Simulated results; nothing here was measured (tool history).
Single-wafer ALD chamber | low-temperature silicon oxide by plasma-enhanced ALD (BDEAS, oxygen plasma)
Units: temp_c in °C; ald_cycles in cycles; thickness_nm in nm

| run | hour | temp_c | ald_cycles | thickness_nm |
|---|---|---|---|---|
| 1 | 0.0 | 95 | 61 | 9.3752 |
| 2 | 4.2 | 105 | 61 | 9.0912 |
| 3 | 10.5 | 106 | 60 | 8.9580 |
| 4 | 11.6 | 96 | 60 | 9.2476 |
| 5 | 14.1 | 96 | 53 | 8.0633 |
| 6 | 22.8 | 106 | 53 | 7.9056 |
| 7 | 30.9 | 105 | 54 | 8.0316 |

Run 8 comes next. What will it give?
| 8 | 36.9 | 104 | 55 | ? |

{"run 8": {"thickness_nm": 8.251}}

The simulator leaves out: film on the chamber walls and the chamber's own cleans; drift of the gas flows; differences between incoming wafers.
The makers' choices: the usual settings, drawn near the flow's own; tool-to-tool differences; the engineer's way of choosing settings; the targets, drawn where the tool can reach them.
